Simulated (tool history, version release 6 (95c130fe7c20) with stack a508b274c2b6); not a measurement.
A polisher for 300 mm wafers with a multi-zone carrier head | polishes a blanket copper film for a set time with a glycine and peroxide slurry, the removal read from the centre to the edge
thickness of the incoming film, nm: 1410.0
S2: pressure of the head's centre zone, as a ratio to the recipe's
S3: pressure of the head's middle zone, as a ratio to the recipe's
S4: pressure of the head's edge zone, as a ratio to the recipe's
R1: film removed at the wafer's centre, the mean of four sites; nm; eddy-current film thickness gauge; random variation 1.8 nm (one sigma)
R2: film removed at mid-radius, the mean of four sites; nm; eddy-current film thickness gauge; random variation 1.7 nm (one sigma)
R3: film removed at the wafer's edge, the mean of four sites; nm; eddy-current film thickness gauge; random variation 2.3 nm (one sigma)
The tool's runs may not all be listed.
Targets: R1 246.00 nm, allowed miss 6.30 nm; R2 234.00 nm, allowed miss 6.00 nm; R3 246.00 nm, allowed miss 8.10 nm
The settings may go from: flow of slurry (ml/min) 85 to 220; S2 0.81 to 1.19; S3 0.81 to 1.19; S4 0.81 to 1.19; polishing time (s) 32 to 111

run 1 day=0.000 | flow_of_slurry_(ml/min)=140 S2=1.00 S3=1.00 S4=1.00 polishing_time_(s)=71 | R1=437.95 R2=436.75 R3=443.33
run 2 day=0.046 | flow_of_slurry_(ml/min)=125 S2=1.00 S3=1.00 S4=1.00 polishing_time_(s)=71 | R1=419.99 R2=433.46 R3=431.95
run 3 day=0.262 | flow_of_slurry_(ml/min)=125 S2=1.00 S3=1.00 S4=1.00 polishing_time_(s)=88 | R1=519.69 R2=532.31 R3=532.58
run 4 day=0.308 | flow_of_slurry_(ml/min)=125 S2=1.00 S3=1.00 S4=1.03 polishing_time_(s)=88 | R1=523.59 R2=536.90 R3=535.99
run 5 day=0.583 | flow_of_slurry_(ml/min)=125 S2=1.08 S3=1.00 S4=1.03 polishing_time_(s)=88 | R1=568.39 R2=530.10 R3=533.19
run 6 day=0.871 | flow_of_slurry_(ml/min)=125 S2=1.08 S3=0.94 S4=1.03 polishing_time_(s)=88 | R1=564.29 R2=512.88 R3=535.02
run 7 day=0.896 | flow_of_slurry_(ml/min)=120 S2=1.07 S3=0.93 S4=1.00 polishing_time_(s)=77 | R1=484.36 R2=435.62 R3=473.07
run 8 day=1.179 | flow_of_slurry_(ml/min)=115 S2=1.06 S3=0.94 S4=0.96 polishing_time_(s)=68 | R1=420.14 R2=384.47 R3=404.30
run 9 day=1.350 | flow_of_slurry_(ml/min)=110 S2=1.05 S3=0.94 S4=0.94 polishing_time_(s)=61 | R1=368.69 R2=345.03 R3=356.78
run 10 day=1.438 | flow_of_slurry_(ml/min)=110 S2=1.04 S3=0.93 S4=0.92 polishing_time_(s)=56 | R1=330.08 R2=313.64 R3=322.82
run 11 day=1.750 | flow_of_slurry_(ml/min)=110 S2=1.03 S3=0.91 S4=0.90 polishing_time_(s)=53 | R1=314.17 R2=289.90 R3=302.58
run 12 day=1.825 | flow_of_slurry_(ml/min)=110 S2=1.01 S3=0.90 S4=0.88 polishing_time_(s)=52 | R1=302.22 R2=282.75 R3=296.97
run 13 day=2.079 | flow_of_slurry_(ml/min)=110 S2=1.00 S3=0.89 S4=0.87 polishing_time_(s)=50 | R1=287.98 R2=264.28 R3=283.40
run 14 day=2.362 | flow_of_slurry_(ml/min)=110 S2=0.99 S3=0.89 S4=0.86 polishing_time_(s)=49 | R1=274.84 R2=263.81 R3=273.87
run 15 day=2.492 | flow_of_slurry_(ml/min)=110 S2=0.99 S3=0.88 S4=0.85 polishing_time_(s)=48 | R1=274.86 R2=256.11 R3=269.51
run 16 day=2.733 | flow_of_slurry_(ml/min)=110 S2=0.98 S3=0.88 S4=0.84 polishing_time_(s)=47 | R1=262.52 R2=249.74 R3=259.22
run 17 day=2.871 | flow_of_slurry_(ml/min)=90 S2=0.96 S3=0.85 S4=0.81 polishing_time_(s)=46 | R1=241.02 R2=225.55 R3=244.67
run 18 day=2.925 | flow_of_slurry_(ml/min)=95 S2=0.96 S3=0.85 S4=0.81 polishing_time_(s)=46 | R1=245.03 R2=228.02 R3=249.59

Which of these 4 next moves meets every target?
run A day=2.979 | flow_of_slurry_(ml/min)=85 S2=1.00 S3=0.90 S4=0.81 polishing_time_(s)=47 | R1=? R2=? R3=?
run B day=2.979 | flow_of_slurry_(ml/min)=105 S2=1.03 S3=0.84 S4=0.81 polishing_time_(s)=43 | R1=? R2=? R3=?
run C day=2.979 | flow_of_slurry_(ml/min)=105 S2=0.94 S3=0.87 S4=0.81 polishing_time_(s)=47 | R1=? R2=? R3=?
run D day=2.979 | flow_of_slurry_(ml/min)=85 S2=1.01 S3=0.85 S4=0.81 polishing_time_(s)=46 | R1=? R2=? R3=?

move=A R1=249.68 R2=238.80 R3=250.93
move=B R1=252.70 R2=219.49 R3=239.42
move=C R1=251.94 R2=247.05 R3=261.59
move=D R1=246.74 R2=222.94 R3=245.76
A: meets every target
B: further off than the last run
C: takes the result that was furthest off past its target
D: further off than the last run
Answer: A
